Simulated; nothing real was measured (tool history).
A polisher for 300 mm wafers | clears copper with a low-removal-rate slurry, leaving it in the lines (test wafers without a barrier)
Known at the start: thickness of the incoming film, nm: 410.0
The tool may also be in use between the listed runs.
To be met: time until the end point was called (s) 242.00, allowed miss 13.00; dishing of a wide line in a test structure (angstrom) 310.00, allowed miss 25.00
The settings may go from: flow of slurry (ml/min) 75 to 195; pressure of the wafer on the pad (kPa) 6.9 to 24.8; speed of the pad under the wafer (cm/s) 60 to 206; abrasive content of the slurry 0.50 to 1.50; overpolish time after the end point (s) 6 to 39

run,day,flow of slurry (ml/min),pressure of the wafer on the pad (kPa),speed of the pad under the wafer (cm/s),abrasive content of the slurry,overpolish time after the end point (s),time until the end point was called (s),dishing of a wide line in a test structure (angstrom)
1,0.000,125,15.9,132,1.00,20,130.88,363.92
2,0.329,150,15.9,132,1.00,20,126.87,340.23
3,0.433,145,14.5,130,1.00,22,140.17,355.51
4,0.738,145,14.5,130,1.20,22,137.25,371.10
5,0.879,120,14.5,130,1.20,22,140.09,351.37
6,0.933,90,14.5,130,1.20,22,147.94,356.47
7,1.175,90,13.1,128,1.20,23,154.66,341.96
8,1.321,90,13.1,128,1.20,23,155.58,349.06
9,1.421,90,11.7,124,1.20,24,175.85,315.28
10,1.525,90,11.0,122,1.20,26,182.45,327.98
11,1.825,90,10.3,120,1.20,27,191.17,325.66

4 next moves are on the table. One of them brings every result within its allowed miss. Which?
A,2.125,100,11.0,138,1.25,25,?,?
B,2.125,140,6.9,116,1.20,32,?,?
C,2.125,115,12.4,134,1.20,21,?,?
D,2.125,105,11.7,144,1.20,22,?,?

move,time until the end point was called (s),dishing of a wide line in a test structure (angstrom)
A,164.23,336.38
B,237.85,303.03
C,152.72,315.97
D,153.37,324.33
A: further off than the last run
B: meets every target
C: further off than the last run
D: further off than the last run
Answer: B
